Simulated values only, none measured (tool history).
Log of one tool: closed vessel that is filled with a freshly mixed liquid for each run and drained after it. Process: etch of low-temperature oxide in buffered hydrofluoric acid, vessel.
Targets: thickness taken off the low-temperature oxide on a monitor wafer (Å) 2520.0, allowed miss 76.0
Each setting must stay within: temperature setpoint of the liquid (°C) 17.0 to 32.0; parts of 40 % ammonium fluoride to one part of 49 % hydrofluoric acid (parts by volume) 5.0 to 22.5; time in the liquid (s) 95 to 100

| run | day | temperature setpoint of the liquid (°C) | parts of 40 % ammonium fluoride to one part of 49 % hydrofluoric acid (parts by volume) | time in the liquid (s) | thickness taken off the low-temperature oxide on a monitor wafer (Å) |
|---|---|---|---|---|---|
| 1 | 0.000 | 24.0 | 13.5 | 95 | 1362.6 |
| 2 | 0.142 | 24.0 | 13.5 | 100 | 1441.9 |
| 3 | 0.308 | 24.0 | 13.5 | 100 | 1438.4 |
| 4 | 0.617 | 26.5 | 13.5 | 100 | 1635.4 |
| 5 | 0.746 | 28.0 | 13.0 | 100 | 1849.2 |
| 6 | 0.988 | 28.0 | 13.0 | 95 | 1762.0 |
| 7 | 1.167 | 29.0 | 12.5 | 95 | 1923.6 |
| 8 | 1.208 | 30.0 | 12.0 | 95 | 2118.7 |
|  | 1.488 | hydrofluoric acid flow meter replaced |
| 9 | 1.488 | 32.0 | 11.0 | 95 | 2720.3 |

Of the 4 settings listed for the next run, only one would bring every result within its allowed miss of target. Which one?
| A | 1.767 | 29.0 | 9.0 | 95 | ? |
| B | 1.767 | 31.0 | 12.0 | 100 | ? |
| C | 1.767 | 32.0 | 11.0 | 100 | ? |
| D | 1.767 | 29.0 | 10.0 | 100 | ? |

| move | thickness taken off the low-temperature oxide on a monitor wafer (Å) |
|---|---|
| A | 2719.9 |
| B | 2492.3 |
| C | 2857.5 |
| D | 2679.8 |
A: roughly where the last run was
B: all results land within tolerance of their targets
C: moves away from the targets compared with the last run
D: closer than the last run, but not yet in spec
Go with B: it meets all targets.
